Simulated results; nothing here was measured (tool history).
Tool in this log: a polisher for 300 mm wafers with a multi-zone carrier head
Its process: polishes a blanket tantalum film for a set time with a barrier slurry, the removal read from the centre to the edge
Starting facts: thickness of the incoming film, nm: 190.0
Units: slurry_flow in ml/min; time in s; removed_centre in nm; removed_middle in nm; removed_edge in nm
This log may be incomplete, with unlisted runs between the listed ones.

run 1 hour=0 | slurry_flow=160 centre_zone=1 middle_zone=1 edge_zone=1 slurry_solids=1 time=43 | removed_centre=59.326 removed_middle=58.006 removed_edge=58.812
run 2 hour=6.5 | slurry_flow=160 centre_zone=1 middle_zone=1 edge_zone=1 slurry_solids=1 time=53 | removed_centre=72.921 removed_middle=72.377 removed_edge=72.27
run 3 hour=15.5 | slurry_flow=160 centre_zone=0.94 middle_zone=1 edge_zone=1 slurry_solids=1 time=53 | removed_centre=70.027 removed_middle=71.247 removed_edge=72.088
run 4 hour=24.4 | slurry_flow=160 centre_zone=1.01 middle_zone=1 edge_zone=1 slurry_solids=1 time=53 | removed_centre=71.68 removed_middle=70.615 removed_edge=71.916
run 5 hour=27.5 | slurry_flow=160 centre_zone=1.01 middle_zone=1 edge_zone=1 slurry_solids=0.9 time=53 | removed_centre=71.626 removed_middle=67.912 removed_edge=68.938
run 6 hour=35.6 | slurry_flow=145 centre_zone=0.95 middle_zone=1.02 edge_zone=1 slurry_solids=0.8 time=44 | removed_centre=53.48 removed_middle=55.748 removed_edge=56.072
run 7 hour=40.6 | slurry_flow=140 centre_zone=0.94 middle_zone=1.01 edge_zone=0.96 slurry_solids=0.7 time=38 | removed_centre=43.347 removed_middle=45.277 removed_edge=46.215
run 8 hour=45.4 | slurry_flow=140 centre_zone=0.95 middle_zone=1.01 edge_zone=0.86 slurry_solids=0.5 time=26 | removed_centre=27.754 removed_middle=28.292 removed_edge=26.651

The next listed run, before its measurement:
run 9 hour=48.7 | slurry_flow=155 centre_zone=0.94 middle_zone=1.01 edge_zone=0.9 slurry_solids=0.5 time=26 | removed_centre=? removed_middle=? removed_edge=?

removed_centre: 27.31 nm
removed_middle: 28.719 nm
removed_edge: 27.12 nm

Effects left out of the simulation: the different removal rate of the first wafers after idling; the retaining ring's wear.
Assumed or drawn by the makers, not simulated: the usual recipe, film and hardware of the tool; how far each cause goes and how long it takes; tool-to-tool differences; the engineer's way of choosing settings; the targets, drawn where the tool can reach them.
